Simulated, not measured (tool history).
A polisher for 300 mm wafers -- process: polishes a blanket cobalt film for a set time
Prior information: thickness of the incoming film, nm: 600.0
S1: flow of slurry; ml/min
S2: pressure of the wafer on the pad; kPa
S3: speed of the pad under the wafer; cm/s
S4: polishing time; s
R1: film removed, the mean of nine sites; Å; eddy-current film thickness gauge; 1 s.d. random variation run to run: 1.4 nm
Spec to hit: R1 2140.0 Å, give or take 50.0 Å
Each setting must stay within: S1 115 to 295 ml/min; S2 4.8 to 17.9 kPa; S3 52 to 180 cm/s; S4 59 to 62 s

run,hour,S1,S2,S3,S4,R1
1,0.0,190,11.0,116,59,2952.6
2,2.7,190,9.0,116,59,2525.2
3,3.8,190,11.7,116,59,3110.4
4,9.5,190,11.7,116,59,3080.4
5,16.9,180,10.3,116,59,2811.2
6,21.3,180,9.0,116,59,2512.0
7,26.3,180,8.3,116,59,2400.3
8,31.6,180,7.6,116,59,2250.7

Of the 4 settings listed for the next run, only one would bring every result within its allowed miss of target. Which one?
A,36.9,200,6.9,120,60,?
B,36.9,185,10.3,88,59,?
C,36.9,140,6.9,130,59,?
D,36.9,190,7.6,104,59,?

move,R1
A,2289.0
B,2182.6
C,2314.2
D,2072.1
A: moves away from the targets compared with the last run
B: meets every target
C: moves away from the targets compared with the last run
D: takes the biggest miss from the last run beyond its target
Correct choice: B, which meets every target
